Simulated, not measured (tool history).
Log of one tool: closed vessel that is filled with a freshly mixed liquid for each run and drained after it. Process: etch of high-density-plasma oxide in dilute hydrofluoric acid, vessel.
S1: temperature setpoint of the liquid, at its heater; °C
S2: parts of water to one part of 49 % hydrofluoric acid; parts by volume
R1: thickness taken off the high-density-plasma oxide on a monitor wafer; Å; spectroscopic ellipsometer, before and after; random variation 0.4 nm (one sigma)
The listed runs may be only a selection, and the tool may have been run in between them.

{"run": 1, "day": 0.0, "S1": 24, "S2": 120, "time in the liquid (s)": 315, "R1": 131.32}
{"run": 2, "day": 0.271, "S1": 21.5, "S2": 120, "time in the liquid (s)": 315, "R1": 118.51}
{"run": 3, "day": 0.6, "S1": 21.5, "S2": 75, "time in the liquid (s)": 315, "R1": 203.05}
{"run": 4, "day": 0.642, "S1": 24, "S2": 75, "time in the liquid (s)": 315, "R1": 221.27}
{"run": 5, "day": 0.888, "S1": 22, "S2": 75, "time in the liquid (s)": 315, "R1": 203.73}
{"run": 6, "day": 1.125, "S1": 24.5, "S2": 60, "time in the liquid (s)": 320, "R1": 296.09}
{"run": 7, "day": 1.467, "S1": 26.5, "S2": 55, "time in the liquid (s)": 320, "R1": 346.06}
{"run": 8, "day": 1.592, "S1": 28, "S2": 50, "time in the liquid (s)": 320, "R1": 413.65}
{"run": 9, "day": 1.642, "S1": 29, "S2": 50, "time in the liquid (s)": 320, "R1": 427.92}
{"run": 10, "day": 1.929, "S1": 30, "S2": 45, "time in the liquid (s)": 320, "R1": 491.34}
{"run": 11, "day": 2.179, "S1": 30.5, "S2": 45, "time in the liquid (s)": 320, "R1": 509.19}
{"run": 12, "day": 2.454, "S1": 31, "S2": 45, "time in the liquid (s)": 320, "R1": 517.41}

Predict the results of run 13:
{"run": 13, "day": 2.567, "S1": 31.5, "S2": 45, "time in the liquid (s)": 320, "R1": "?"}

R1: 530.67 Å

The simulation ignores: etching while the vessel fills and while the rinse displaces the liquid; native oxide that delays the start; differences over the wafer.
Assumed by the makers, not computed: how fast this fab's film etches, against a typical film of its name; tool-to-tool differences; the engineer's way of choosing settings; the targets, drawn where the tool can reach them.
